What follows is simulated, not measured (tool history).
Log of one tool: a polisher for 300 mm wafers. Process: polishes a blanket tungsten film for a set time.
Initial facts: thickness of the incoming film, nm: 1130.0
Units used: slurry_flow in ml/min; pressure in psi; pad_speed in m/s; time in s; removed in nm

run,hour,slurry_flow,pressure,pad_speed,slurry_solids,time,removed
1,0.0,215,4.3,1.12,1.00,92,520.05
2,3.1,215,3.9,1.06,1.00,92,447.58
3,5.4,215,3.5,1.02,1.00,92,382.34
4,11.4,215,3.5,1.02,1.15,92,408.16
5,20.0,215,3.2,0.98,1.15,92,356.28
6,26.3,215,3.0,0.96,1.15,92,337.39

Estimate the outcome of run 7 from the log above:
7,27.7,215,2.8,0.94,1.15,92,?

{"run 7": {"removed": 311.2}}
